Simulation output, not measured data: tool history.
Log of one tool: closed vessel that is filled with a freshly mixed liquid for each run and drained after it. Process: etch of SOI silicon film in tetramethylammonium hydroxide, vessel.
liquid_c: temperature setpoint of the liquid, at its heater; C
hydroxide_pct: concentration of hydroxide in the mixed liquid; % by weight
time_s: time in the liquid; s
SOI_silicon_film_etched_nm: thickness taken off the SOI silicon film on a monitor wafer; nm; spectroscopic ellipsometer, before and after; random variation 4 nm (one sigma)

run	hour	liquid_c	hydroxide_pct	time_s	SOI_silicon_film_etched_nm
1	0.0	70.0	10	105	789.30
2	4.9	70.0	10	115	863.97
3	10.1	65.0	10	115	641.36
4	13.2	68.0	10	115	768.75
5	15.3	70.0	10	115	857.84
6	20.9	72.0	10	115	968.76

Run 7 comes next. What will it give?
7	22.9	73.5	10	115	?

{"run 7": {"SOI_silicon_film_etched_nm": 1055.8}}
